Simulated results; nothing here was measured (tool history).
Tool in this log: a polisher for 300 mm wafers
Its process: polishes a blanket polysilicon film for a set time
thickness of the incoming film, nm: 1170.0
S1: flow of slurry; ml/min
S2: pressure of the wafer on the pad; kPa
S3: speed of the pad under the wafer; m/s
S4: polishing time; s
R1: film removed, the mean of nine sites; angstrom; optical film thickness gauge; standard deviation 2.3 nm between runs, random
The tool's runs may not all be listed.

run	hour	S1	S2	S3	S4	R1
1	0.0	180	11.7	1.22	40	2005.3
2	4.3	185	12.4	1.22	40	2135.5
3	11.2	185	12.4	1.22	40	2126.6
4	16.1	185	12.4	1.44	40	2507.5
5	22.3	190	12.4	1.44	40	2520.0
6	27.7	190	10.3	1.44	40	2075.8
7	30.6	190	11.0	1.44	40	2259.3
8	36.7	195	11.7	1.44	40	2400.2
9	40.9	200	11.7	1.44	40	2400.8
10	49.1	205	11.7	1.44	40	2448.9
11	55.6	210	11.7	1.44	40	2435.1

What does the tool deliver on the next run?
12	61.8	215	11.7	1.44	40	?

Run 12 produced R1 2421.6 angstrom.
